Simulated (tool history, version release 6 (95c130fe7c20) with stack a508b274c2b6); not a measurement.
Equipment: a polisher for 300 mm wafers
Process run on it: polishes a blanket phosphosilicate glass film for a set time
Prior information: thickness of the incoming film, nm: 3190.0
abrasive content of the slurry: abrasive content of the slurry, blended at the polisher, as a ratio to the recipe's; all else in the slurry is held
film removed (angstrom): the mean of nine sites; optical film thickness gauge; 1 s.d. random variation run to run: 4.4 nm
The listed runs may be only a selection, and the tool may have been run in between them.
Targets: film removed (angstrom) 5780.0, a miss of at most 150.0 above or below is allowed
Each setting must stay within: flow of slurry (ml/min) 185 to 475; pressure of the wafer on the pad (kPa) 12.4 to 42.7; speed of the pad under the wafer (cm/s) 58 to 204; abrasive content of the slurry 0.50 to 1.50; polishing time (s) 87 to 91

| run | hour | flow of slurry (ml/min) | pressure of the wafer on the pad (kPa) | speed of the pad under the wafer (cm/s) | abrasive content of the slurry | polishing time (s) | film removed (angstrom) |
|---|---|---|---|---|---|---|---|
| 1 | 0.0 | 305 | 27.6 | 130 | 1.00 | 87 | 10880.0 |
| 2 | 4.2 | 305 | 27.6 | 110 | 1.00 | 87 | 9533.3 |
| 3 | 11.7 | 305 | 25.5 | 110 | 1.00 | 87 | 8883.3 |
| 4 | 15.1 | 305 | 25.5 | 110 | 1.10 | 87 | 9086.3 |
| 5 | 22.8 | 305 | 23.4 | 110 | 1.10 | 87 | 8560.2 |
| 6 | 29.1 | 305 | 23.4 | 110 | 1.10 | 91 | 8856.5 |
| 7 | 37.7 | 305 | 21.4 | 110 | 1.10 | 91 | 8160.4 |
| 8 | 45.4 | 300 | 13.8 | 108 | 1.10 | 91 | 5237.0 |
| 9 | 46.4 | 305 | 13.8 | 108 | 1.10 | 91 | 5269.1 |
|  | 50.1 | worn pad replaced by a new one |
| 10 | 50.1 | 315 | 14.5 | 108 | 1.10 | 91 | 6281.9 |
| 11 | 53.8 | 310 | 14.5 | 108 | 1.10 | 91 | 6282.9 |
| 12 | 55.5 | 305 | 14.5 | 108 | 1.10 | 91 | 6255.6 |
| 13 | 59.8 | 295 | 14.5 | 108 | 1.10 | 91 | 6221.3 |

Which of these 5 next moves meets every target?
| A | 64.1 | 295 | 14.5 | 116 | 1.05 | 91 | ? |
| B | 64.1 | 310 | 20.7 | 70 | 1.30 | 91 | ? |
| C | 64.1 | 305 | 14.5 | 114 | 1.05 | 91 | ? |
| D | 64.1 | 295 | 15.2 | 100 | 1.20 | 91 | ? |
| E | 64.1 | 365 | 15.9 | 82 | 1.25 | 90 | ? |

| move | film removed (angstrom) |
|---|---|
| A | 6600.5 |
| B | 6780.5 |
| C | 6523.7 |
| D | 6479.0 |
| E | 5875.0 |
A: its largest miss is bigger than the last run's
B: its largest miss is bigger than the last run's
C: its largest miss is bigger than the last run's
D: its largest miss is bigger than the last run's
E: in spec on every target
Go with E: it meets all targets.
